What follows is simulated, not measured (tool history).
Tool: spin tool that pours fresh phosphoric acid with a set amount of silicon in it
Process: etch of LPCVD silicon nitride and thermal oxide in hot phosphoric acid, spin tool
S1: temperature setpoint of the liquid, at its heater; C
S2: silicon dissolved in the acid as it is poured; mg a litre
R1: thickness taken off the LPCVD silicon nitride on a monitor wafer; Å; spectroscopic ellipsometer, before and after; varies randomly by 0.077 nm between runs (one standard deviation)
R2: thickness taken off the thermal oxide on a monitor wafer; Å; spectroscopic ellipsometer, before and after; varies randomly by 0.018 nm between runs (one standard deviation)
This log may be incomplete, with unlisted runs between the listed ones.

run 1 hour=0 | S1=160 S2=18.5 time_under_the_liquid_(s)=180 | R1=154.08 R2=2.6894
run 2 hour=7.3 | S1=160 S2=18.5 time_under_the_liquid_(s)=130 | R1=111.62 R2=1.8202
run 3 hour=14.5 | S1=160 S2=12.5 time_under_the_liquid_(s)=130 | R1=110.52 R2=2.6063
run 4 hour=17.7 | S1=161.5 S2=12.5 time_under_the_liquid_(s)=130 | R1=116.09 R2=2.7101
run 5 hour=20.6 | S1=161.5 S2=3 time_under_the_liquid_(s)=130 | R1=117.05 R2=3.1119
run 6 hour=24.1 | S1=162 S2=5.5 time_under_the_liquid_(s)=135 | R1=123.95 R2=3.1839
run 7 hour=28.8 | S1=162.5 S2=7 time_under_the_liquid_(s)=135 | R1=125.46 R2=3.2529
-- hour=30.6 heated supply line repaired
run 8 hour=30.6 | S1=163 S2=9 time_under_the_liquid_(s)=135 | R1=144.65 R2=3.8859
run 9 hour=37.2 | S1=163 S2=11 time_under_the_liquid_(s)=135 | R1=143.57 R2=4.4663

Run 10, settings as shown, results not yet in. Your forecast:
run 10 hour=39.5 | S1=163 S2=14 time_under_the_liquid_(s)=135 | R1=? R2=?

R1: 145.13 Å
R2: 3.6457 Å
